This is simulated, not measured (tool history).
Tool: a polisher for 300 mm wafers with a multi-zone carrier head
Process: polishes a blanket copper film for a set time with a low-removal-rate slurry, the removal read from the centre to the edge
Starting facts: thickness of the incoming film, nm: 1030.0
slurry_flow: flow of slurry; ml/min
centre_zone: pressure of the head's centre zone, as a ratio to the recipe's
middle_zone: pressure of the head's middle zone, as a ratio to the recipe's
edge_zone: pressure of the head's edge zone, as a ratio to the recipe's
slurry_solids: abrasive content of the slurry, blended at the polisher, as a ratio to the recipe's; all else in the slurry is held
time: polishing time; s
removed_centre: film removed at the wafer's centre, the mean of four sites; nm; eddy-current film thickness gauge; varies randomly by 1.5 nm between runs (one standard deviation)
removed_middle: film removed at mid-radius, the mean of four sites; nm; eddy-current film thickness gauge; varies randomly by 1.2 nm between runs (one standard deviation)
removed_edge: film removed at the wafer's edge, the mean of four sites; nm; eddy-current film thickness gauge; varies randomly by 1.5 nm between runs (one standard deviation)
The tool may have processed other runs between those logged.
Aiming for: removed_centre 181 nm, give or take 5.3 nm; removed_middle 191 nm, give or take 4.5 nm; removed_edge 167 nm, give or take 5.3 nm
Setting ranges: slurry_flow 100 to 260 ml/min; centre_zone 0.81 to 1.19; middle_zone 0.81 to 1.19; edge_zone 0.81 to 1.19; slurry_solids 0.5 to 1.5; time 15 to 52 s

Run 1, hour 0: slurry_flow 165 ml/min, centre_zone 1, middle_zone 1, edge_zone 1, slurry_solids 1, time 33 s. Result: removed_centre 109.13 nm, removed_middle 112.44 nm, removed_edge 114.89 nm.
Run 2, hour 8.2: slurry_flow 165 ml/min, centre_zone 1, middle_zone 1, edge_zone 1, slurry_solids 1.2, time 33 s. Result: removed_centre 112.03 nm, removed_middle 114.97 nm, removed_edge 119.28 nm.
Run 3, hour 11.4: slurry_flow 165 ml/min, centre_zone 1, middle_zone 1, edge_zone 1.06, slurry_solids 1.2, time 33 s. Result: removed_centre 113.31 nm, removed_middle 115.09 nm, removed_edge 121.62 nm.
Run 4, hour 12.2: slurry_flow 165 ml/min, centre_zone 1, middle_zone 1.08, edge_zone 1.06, slurry_solids 1.2, time 33 s. Result: removed_centre 113.7 nm, removed_middle 122.04 nm, removed_edge 120.71 nm.
Run 5, hour 14.6: slurry_flow 165 ml/min, centre_zone 1, middle_zone 1.08, edge_zone 1.06, slurry_solids 1.2, time 29 s. Result: removed_centre 98.508 nm, removed_middle 108.86 nm, removed_edge 106.73 nm.
Run 6, hour 16.5: slurry_flow 165 ml/min, centre_zone 1, middle_zone 1.11, edge_zone 1.06, slurry_solids 1.2, time 29 s. Result: removed_centre 99.78 nm, removed_middle 109.55 nm, removed_edge 106.76 nm.
Run 7, hour 23.6: slurry_flow 185 ml/min, centre_zone 1.01, middle_zone 1.13, edge_zone 1.04, slurry_solids 1.25, time 32 s. Result: removed_centre 114.54 nm, removed_middle 126.15 nm, removed_edge 118.51 nm.
Run 8, hour 29.9: slurry_flow 200 ml/min, centre_zone 1.02, middle_zone 1.15, edge_zone 1.03, slurry_solids 1.3, time 34 s. Result: removed_centre 124.18 nm, removed_middle 138.77 nm, removed_edge 125.56 nm.
Run 9, hour 35.1: slurry_flow 245 ml/min, centre_zone 1.12, middle_zone 1.19, edge_zone 1.1, slurry_solids 1.5, time 43 s. Result: removed_centre 179.08 nm, removed_middle 189.55 nm, removed_edge 175.18 nm.

Consider the 4 candidate settings below. Which is the only one whose results all fall within their allowed miss of target?
Run A, hour 40.3: slurry_flow 255 ml/min, centre_zone 1.18, middle_zone 1.15, edge_zone 1.15, slurry_solids 1.5, time 43 s. Result: removed_centre ?, removed_middle ?, removed_edge ?.
Run B, hour 40.3: slurry_flow 260 ml/min, centre_zone 1.12, middle_zone 1.19, edge_zone 1.02, slurry_solids 1.5, time 43 s. Result: removed_centre ?, removed_middle ?, removed_edge ?.
Run C, hour 40.3: slurry_flow 240 ml/min, centre_zone 1.19, middle_zone 1.18, edge_zone 0.9, slurry_solids 1.5, time 42 s. Result: removed_centre ?, removed_middle ?, removed_edge ?.
Run D, hour 40.3: slurry_flow 260 ml/min, centre_zone 1.17, middle_zone 1.18, edge_zone 1.12, slurry_solids 1.5, time 41 s. Result: removed_centre ?, removed_middle ?, removed_edge ?.

move  removed_centre  removed_middle  removed_edge
   A          192.68          185.35        179.56
   B          183.28          191.39        169.22
   C           188.5          183.99        154.83
   D          182.59          181.08        169.08
A: further off than the last run
B: every result lands within tolerance
C: takes the result that was furthest off past its target
D: brings the last run's worst result on target, with another outside its allowed miss
The right move is B.
